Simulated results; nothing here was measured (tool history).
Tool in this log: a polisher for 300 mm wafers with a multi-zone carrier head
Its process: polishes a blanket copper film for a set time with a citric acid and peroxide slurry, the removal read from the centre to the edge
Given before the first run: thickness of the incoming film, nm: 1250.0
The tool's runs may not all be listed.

run,hour,flow of slurry (ml/min),pressure of the head's centre zone,pressure of the head's middle zone,pressure of the head's edge zone,abrasive content of the slurry,polishing time (s),film removed at the wafer's centre (angstrom),film removed at mid-radius (angstrom),film removed at the wafer's edge (angstrom)
1,0.0,180,1.00,1.00,1.00,1.00,65,1450.1,1504.1,1489.8
2,3.6,180,1.00,0.96,1.00,1.00,65,1464.8,1421.0,1488.1
3,5.9,190,1.02,1.00,1.03,1.10,67,1567.9,1594.3,1600.2
4,10.5,200,1.04,1.03,1.06,1.20,69,1702.2,1703.7,1680.1
5,19.3,200,1.04,1.03,1.06,1.35,69,1742.6,1761.3,1749.0
6,27.9,200,1.04,1.03,1.06,1.15,69,1685.1,1726.0,1715.4

For run 7, what comes out?
7,30.0,215,1.05,1.07,1.08,1.20,70,?,?,?

{"run 7": {"film removed at the wafer's centre (angstrom)": 1766.9, "film removed at mid-radius (angstrom)": 1800.3, "film removed at the wafer's edge (angstrom)": 1774.4}}

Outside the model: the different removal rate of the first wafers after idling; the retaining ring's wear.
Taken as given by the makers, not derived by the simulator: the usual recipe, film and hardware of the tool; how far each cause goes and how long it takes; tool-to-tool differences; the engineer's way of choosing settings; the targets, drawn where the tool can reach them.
